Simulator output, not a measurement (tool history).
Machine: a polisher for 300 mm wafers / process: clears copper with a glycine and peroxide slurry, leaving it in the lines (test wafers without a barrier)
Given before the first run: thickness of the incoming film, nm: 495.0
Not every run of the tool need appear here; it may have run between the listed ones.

run,hour,flow of slurry (ml/min),pressure of the wafer on the pad (kPa),speed of the pad under the wafer (m/s),overpolish time after the end point (s),time until the end point was called (s),dishing of a wide line in a test structure (Å)
1,0.0,280,15.2,0.94,25,103.750,632.27
2,1.4,280,15.2,0.80,25,113.970,604.16
3,6.5,280,15.2,0.66,25,125.280,563.45
4,15.2,280,16.5,0.68,26,115.790,599.54
5,16.7,220,16.5,0.68,26,120.280,594.07
6,20.4,230,17.9,0.70,27,111.620,657.10
7,25.1,245,18.6,0.72,27,105.090,675.39
8,29.6,255,19.3,0.74,28,101.060,717.24

Run 9 comes next. What will it give?
9,33.8,255,19.3,0.74,28,?,?

{"run 9": {"time until the end point was called (s)": 99.172, "dishing of a wide line in a test structure (Å)": 702.33}}

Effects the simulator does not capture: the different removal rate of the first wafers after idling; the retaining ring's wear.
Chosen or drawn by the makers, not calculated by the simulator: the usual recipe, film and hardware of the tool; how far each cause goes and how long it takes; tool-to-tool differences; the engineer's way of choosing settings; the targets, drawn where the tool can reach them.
